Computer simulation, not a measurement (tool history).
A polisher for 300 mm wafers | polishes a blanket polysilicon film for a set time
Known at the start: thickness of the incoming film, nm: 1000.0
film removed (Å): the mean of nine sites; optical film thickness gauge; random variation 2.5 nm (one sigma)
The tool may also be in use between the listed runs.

| run | hour | flow of slurry (ml/min) | pressure of the wafer on the pad (kPa) | speed of the pad under the wafer (cm/s) | polishing time (s) | film removed (Å) |
|---|---|---|---|---|---|---|
| 1 | 0.0 | 280 | 20.7 | 78 | 29 | 1650.8 |
| 2 | 1.9 | 280 | 20.7 | 70 | 29 | 1492.6 |
| 3 | 7.6 | 250 | 20.7 | 70 | 29 | 1502.0 |
| 4 | 9.2 | 250 | 23.4 | 70 | 29 | 1677.9 |
| 5 | 12.2 | 250 | 21.4 | 70 | 29 | 1538.7 |
| 6 | 15.8 | 250 | 24.1 | 70 | 29 | 1726.6 |
| 7 | 20.8 | 250 | 25.5 | 70 | 29 | 1793.8 |
| 8 | 22.2 | 250 | 26.9 | 70 | 29 | 1957.1 |
| 9 | 27.1 | 250 | 27.6 | 70 | 29 | 1954.5 |

Run 10 comes next. What will it give?
| 10 | 31.9 | 250 | 28.3 | 70 | 29 | ? |

Run 10 gave film removed (Å) 2048.7.
